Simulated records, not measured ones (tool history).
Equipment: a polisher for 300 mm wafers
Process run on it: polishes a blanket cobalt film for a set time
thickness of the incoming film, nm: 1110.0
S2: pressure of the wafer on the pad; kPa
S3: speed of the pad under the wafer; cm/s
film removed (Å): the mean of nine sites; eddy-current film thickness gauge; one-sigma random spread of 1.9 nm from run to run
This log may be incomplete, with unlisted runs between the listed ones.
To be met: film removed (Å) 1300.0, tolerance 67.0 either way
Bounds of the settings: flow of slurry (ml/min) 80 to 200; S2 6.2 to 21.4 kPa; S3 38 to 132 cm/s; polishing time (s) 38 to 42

{"run": 1, "day": 0.0, "flow of slurry (ml/min)": 130, "S2": 13.8, "S3": 84, "polishing time (s)": 42, "film removed (Å)": 1722.6}
{"run": 2, "day": 0.283, "flow of slurry (ml/min)": 150, "S2": 13.8, "S3": 84, "polishing time (s)": 42, "film removed (Å)": 1713.0}
{"run": 3, "day": 0.4, "flow of slurry (ml/min)": 150, "S2": 11.0, "S3": 84, "polishing time (s)": 42, "film removed (Å)": 1449.0}
{"run": 4, "day": 0.7, "flow of slurry (ml/min)": 150, "S2": 11.0, "S3": 104, "polishing time (s)": 42, "film removed (Å)": 1682.4}
{"run": 5, "day": 0.788, "flow of slurry (ml/min)": 150, "S2": 11.0, "S3": 122, "polishing time (s)": 42, "film removed (Å)": 1910.0}
{"run": 6, "day": 1.05, "flow of slurry (ml/min)": 150, "S2": 8.3, "S3": 122, "polishing time (s)": 42, "film removed (Å)": 1462.0}
{"run": 7, "day": 1.217, "flow of slurry (ml/min)": 145, "S2": 8.3, "S3": 122, "polishing time (s)": 42, "film removed (Å)": 1436.3}
{"run": 8, "day": 1.346, "flow of slurry (ml/min)": 140, "S2": 8.3, "S3": 122, "polishing time (s)": 42, "film removed (Å)": 1431.8}
{"run": 9, "day": 1.508, "flow of slurry (ml/min)": 135, "S2": 8.3, "S3": 122, "polishing time (s)": 42, "film removed (Å)": 1412.9}
{"run": 10, "day": 1.838, "flow of slurry (ml/min)": 130, "S2": 8.3, "S3": 122, "polishing time (s)": 42, "film removed (Å)": 1426.3}

Which one of the following 5 next-run settings gets every result inside its allowed miss? There is exactly one.
{"run": "A", "day": 2.167, "flow of slurry (ml/min)": 115, "S2": 9.0, "S3": 132, "polishing time (s)": 42, "film removed (Å)": "?"}
{"run": "B", "day": 2.167, "flow of slurry (ml/min)": 120, "S2": 10.3, "S3": 114, "polishing time (s)": 42, "film removed (Å)": "?"}
{"run": "C", "day": 2.167, "flow of slurry (ml/min)": 145, "S2": 9.0, "S3": 118, "polishing time (s)": 42, "film removed (Å)": "?"}
{"run": "D", "day": 2.167, "flow of slurry (ml/min)": 140, "S2": 10.3, "S3": 122, "polishing time (s)": 38, "film removed (Å)": "?"}
{"run": "E", "day": 2.167, "flow of slurry (ml/min)": 125, "S2": 9.0, "S3": 118, "polishing time (s)": 38, "film removed (Å)": "?"}

move=A film_removed_(Å)=1581.7
move=B film_removed_(Å)=1624.9
move=C film_removed_(Å)=1515.3
move=D film_removed_(Å)=1604.9
move=E film_removed_(Å)=1330.3
A: lands further from the targets than the last run did
B: lands further from the targets than the last run did
C: lands further from the targets than the last run did
D: lands further from the targets than the last run did
E: hits every target within its allowed miss
E is the move that brings every result within its allowed miss.
